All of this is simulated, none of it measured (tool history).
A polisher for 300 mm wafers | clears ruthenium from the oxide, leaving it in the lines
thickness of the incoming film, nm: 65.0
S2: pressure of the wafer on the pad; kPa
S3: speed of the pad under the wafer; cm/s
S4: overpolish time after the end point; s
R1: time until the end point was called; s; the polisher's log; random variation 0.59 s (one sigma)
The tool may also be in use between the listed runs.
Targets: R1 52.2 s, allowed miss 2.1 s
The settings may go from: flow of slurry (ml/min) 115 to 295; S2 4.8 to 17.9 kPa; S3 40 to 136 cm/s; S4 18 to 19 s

{"run": 1, "day": 0.0, "flow of slurry (ml/min)": 190, "S2": 11, "S3": 88, "S4": 18, "R1": 87.65}
{"run": 2, "day": 0.2, "flow of slurry (ml/min)": 175, "S2": 11, "S3": 88, "S4": 18, "R1": 90.972}
{"run": 3, "day": 0.529, "flow of slurry (ml/min)": 195, "S2": 12.4, "S3": 88, "S4": 18, "R1": 81.024}
{"run": 4, "day": 0.8, "flow of slurry (ml/min)": 195, "S2": 13.8, "S3": 90, "S4": 18, "R1": 71.748}
{"run": 5, "day": 0.888, "flow of slurry (ml/min)": 195, "S2": 15.9, "S3": 90, "S4": 18, "R1": 62.245}
{"run": 6, "day": 0.983, "flow of slurry (ml/min)": 195, "S2": 14.5, "S3": 90, "S4": 18, "R1": 67.434}
{"run": 7, "day": 1.342, "flow of slurry (ml/min)": 200, "S2": 15.2, "S3": 90, "S4": 18, "R1": 65.312}
{"run": 8, "day": 1.45, "flow of slurry (ml/min)": 200, "S2": 15.9, "S3": 92, "S4": 18, "R1": 60.849}
{"run": 9, "day": 1.688, "flow of slurry (ml/min)": 200, "S2": 16.5, "S3": 92, "S4": 18, "R1": 58.204}
{"run": 10, "day": 1.958, "flow of slurry (ml/min)": 200, "S2": 17.2, "S3": 92, "S4": 18, "R1": 55.386}

Which of these 5 next moves meets every target?
{"run": "A", "day": 2.229, "flow of slurry (ml/min)": 225, "S2": 17.2, "S3": 102, "S4": 18, "R1": "?"}
{"run": "B", "day": 2.229, "flow of slurry (ml/min)": 205, "S2": 17.2, "S3": 90, "S4": 18, "R1": "?"}
{"run": "C", "day": 2.229, "flow of slurry (ml/min)": 180, "S2": 17.9, "S3": 112, "S4": 18, "R1": "?"}
{"run": "D", "day": 2.229, "flow of slurry (ml/min)": 200, "S2": 17.9, "S3": 82, "S4": 18, "R1": "?"}
{"run": "E", "day": 2.229, "flow of slurry (ml/min)": 245, "S2": 17.9, "S3": 104, "S4": 18, "R1": "?"}

move=A R1=52.206
move=B R1=57.478
move=C R1=48.62
move=D R1=58.938
move=E R1=49.064
A: meets every target
B: further off than the last run
C: takes the result that was furthest off past its target
D: further off than the last run
E: takes the result that was furthest off past its target
Answer: A
